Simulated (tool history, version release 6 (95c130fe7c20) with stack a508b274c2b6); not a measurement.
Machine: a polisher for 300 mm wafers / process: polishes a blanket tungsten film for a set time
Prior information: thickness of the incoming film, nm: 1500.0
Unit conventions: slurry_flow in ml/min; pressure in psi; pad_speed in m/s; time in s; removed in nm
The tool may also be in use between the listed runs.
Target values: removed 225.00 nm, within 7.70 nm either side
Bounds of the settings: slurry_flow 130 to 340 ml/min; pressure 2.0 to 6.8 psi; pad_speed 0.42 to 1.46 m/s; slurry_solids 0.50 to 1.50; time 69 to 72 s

{"run": 1, "hour": 0.0, "slurry_flow": 220, "pressure": 4.4, "pad_speed": 0.94, "slurry_solids": 1.0, "time": 69, "removed": 343.99}
{"run": 2, "hour": 7.4, "slurry_flow": 220, "pressure": 4.2, "pad_speed": 0.94, "slurry_solids": 1.0, "time": 69, "removed": 329.86}
{"run": 3, "hour": 11.5, "slurry_flow": 220, "pressure": 4.2, "pad_speed": 0.94, "slurry_solids": 1.0, "time": 72, "removed": 341.95}
{"run": 4, "hour": 15.4, "slurry_flow": 220, "pressure": 4.2, "pad_speed": 0.94, "slurry_solids": 1.2, "time": 72, "removed": 356.25}
{"run": 5, "hour": 18.2, "slurry_flow": 220, "pressure": 4.2, "pad_speed": 0.94, "slurry_solids": 1.3, "time": 72, "removed": 365.27}
{"run": 6, "hour": 20.9, "slurry_flow": 220, "pressure": 4.0, "pad_speed": 0.94, "slurry_solids": 1.3, "time": 72, "removed": 346.25}
{"run": 7, "hour": 22.9, "slurry_flow": 220, "pressure": 3.8, "pad_speed": 0.94, "slurry_solids": 1.3, "time": 72, "removed": 336.29}
{"run": 8, "hour": 27.7, "slurry_flow": 220, "pressure": 3.6, "pad_speed": 0.94, "slurry_solids": 1.3, "time": 72, "removed": 305.86}
{"run": 9, "hour": 33.5, "slurry_flow": 220, "pressure": 3.6, "pad_speed": 0.94, "slurry_solids": 1.3, "time": 72, "removed": 320.29}
{"run": 10, "hour": 37.0, "slurry_flow": 220, "pressure": 3.4, "pad_speed": 0.94, "slurry_solids": 1.3, "time": 72, "removed": 297.26}

Of the 4 settings listed for the next run, only one would bring every result within its allowed miss of target. Which one?
{"run": "A", "hour": 40.5, "slurry_flow": 185, "pressure": 2.7, "pad_speed": 0.72, "slurry_solids": 1.4, "time": 72, "removed": "?"}
{"run": "B", "hour": 40.5, "slurry_flow": 250, "pressure": 2.6, "pad_speed": 0.86, "slurry_solids": 1.35, "time": 69, "removed": "?"}
{"run": "C", "hour": 40.5, "slurry_flow": 180, "pressure": 2.9, "pad_speed": 0.88, "slurry_solids": 1.3, "time": 69, "removed": "?"}
{"run": "D", "hour": 40.5, "slurry_flow": 300, "pressure": 4.5, "pad_speed": 1.08, "slurry_solids": 1.35, "time": 69, "removed": "?"}

move=A removed=183.47
move=B removed=208.09
move=C removed=223.69
move=D removed=448.23
A: carries the result that was furthest off beyond its target, to the other side
B: carries the result that was furthest off beyond its target, to the other side
C: all results land within tolerance of their targets
D: moves away from the targets compared with the last run
The move that meets every target is C.
